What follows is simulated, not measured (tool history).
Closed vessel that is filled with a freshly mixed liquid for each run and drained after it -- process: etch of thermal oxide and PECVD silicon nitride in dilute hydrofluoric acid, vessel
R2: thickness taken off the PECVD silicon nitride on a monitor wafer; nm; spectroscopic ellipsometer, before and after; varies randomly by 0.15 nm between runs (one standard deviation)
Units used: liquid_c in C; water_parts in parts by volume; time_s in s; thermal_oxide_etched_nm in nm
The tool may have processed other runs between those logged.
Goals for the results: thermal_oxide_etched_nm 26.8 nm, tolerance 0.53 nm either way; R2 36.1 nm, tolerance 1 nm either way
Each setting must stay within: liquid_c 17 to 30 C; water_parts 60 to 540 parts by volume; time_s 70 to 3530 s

run 1 day=0 | liquid_c=22 water_parts=300 time_s=1800 | thermal_oxide_etched_nm=23.373 R2=27.248
run 2 day=0.133 | liquid_c=22 water_parts=300 time_s=1255 | thermal_oxide_etched_nm=16.281 R2=19.162
run 3 day=0.308 | liquid_c=22 water_parts=300 time_s=920 | thermal_oxide_etched_nm=11.861 R2=13.917
run 4 day=0.646 | liquid_c=23.5 water_parts=280 time_s=940 | thermal_oxide_etched_nm=14.071 R2=16.729
run 5 day=0.725 | liquid_c=23.5 water_parts=280 time_s=355 | thermal_oxide_etched_nm=5.3136 R2=6.2971
run 6 day=0.783 | liquid_c=23.5 water_parts=185 time_s=355 | thermal_oxide_etched_nm=8.8421 R2=9.4278
run 7 day=1.179 | liquid_c=24.5 water_parts=180 time_s=515 | thermal_oxide_etched_nm=13.727 R2=15.113
run 8 day=1.488 | liquid_c=25.5 water_parts=175 time_s=535 | thermal_oxide_etched_nm=15.251 R2=17.223
run 9 day=1.846 | liquid_c=26.5 water_parts=175 time_s=555 | thermal_oxide_etched_nm=16.445 R2=18.981
run 10 day=2.05 | liquid_c=27 water_parts=175 time_s=585 | thermal_oxide_etched_nm=17.767 R2=20.575
run 11 day=2.408 | liquid_c=27.5 water_parts=175 time_s=620 | thermal_oxide_etched_nm=19.111 R2=22.541
run 12 day=2.608 | liquid_c=28 water_parts=175 time_s=650 | thermal_oxide_etched_nm=20.325 R2=24.568
run 13 day=3.017 | liquid_c=28.5 water_parts=175 time_s=675 | thermal_oxide_etched_nm=21.66 R2=26.273
run 14 day=3.221 | liquid_c=29 water_parts=175 time_s=700 | thermal_oxide_etched_nm=22.759 R2=27.908
run 15 day=3.479 | liquid_c=29 water_parts=175 time_s=725 | thermal_oxide_etched_nm=23.429 R2=28.95
run 16 day=3.771 | liquid_c=29 water_parts=175 time_s=750 | thermal_oxide_etched_nm=24.43 R2=29.862
run 17 day=4.154 | liquid_c=29 water_parts=180 time_s=775 | thermal_oxide_etched_nm=24.305 R2=30.032
run 18 day=4.483 | liquid_c=29 water_parts=180 time_s=775 | thermal_oxide_etched_nm=24.457 R2=29.935
run 19 day=4.717 | liquid_c=29 water_parts=185 time_s=795 | thermal_oxide_etched_nm=24.008 R2=30.073
run 20 day=4.858 | liquid_c=29 water_parts=185 time_s=815 | thermal_oxide_etched_nm=24.506 R2=30.916
run 21 day=5.021 | liquid_c=29 water_parts=185 time_s=830 | thermal_oxide_etched_nm=24.998 R2=31.521
run 22 day=5.233 | liquid_c=29 water_parts=190 time_s=845 | thermal_oxide_etched_nm=24.924 R2=31.064
run 23 day=5.379 | liquid_c=29 water_parts=195 time_s=860 | thermal_oxide_etched_nm=24.572 R2=30.696
run 24 day=5.754 | liquid_c=29 water_parts=195 time_s=875 | thermal_oxide_etched_nm=24.983 R2=31.243

Pick the move, out of 4, that brings all results within their allowed miss; only one does.
run A day=6.129 | liquid_c=29.5 water_parts=245 time_s=1240 | thermal_oxide_etched_nm=? R2=?
run B day=6.129 | liquid_c=30 water_parts=175 time_s=795 | thermal_oxide_etched_nm=? R2=?
run C day=6.129 | liquid_c=29 water_parts=220 time_s=1065 | thermal_oxide_etched_nm=? R2=?
run D day=6.129 | liquid_c=24.5 water_parts=125 time_s=600 | thermal_oxide_etched_nm=? R2=?

move=A thermal_oxide_etched_nm=27.122 R2=36.221
move=B thermal_oxide_etched_nm=26.95 R2=33.721
move=C thermal_oxide_etched_nm=26.256 R2=33.699
move=D thermal_oxide_etched_nm=24.711 R2=25.257
A: all results land within tolerance of their targets
B: closes in on the targets versus the last run, not all within tolerance yet
C: closes in on the targets versus the last run, not all within tolerance yet
D: its largest miss is bigger than the last run's
A is the move that brings every result within its allowed miss.
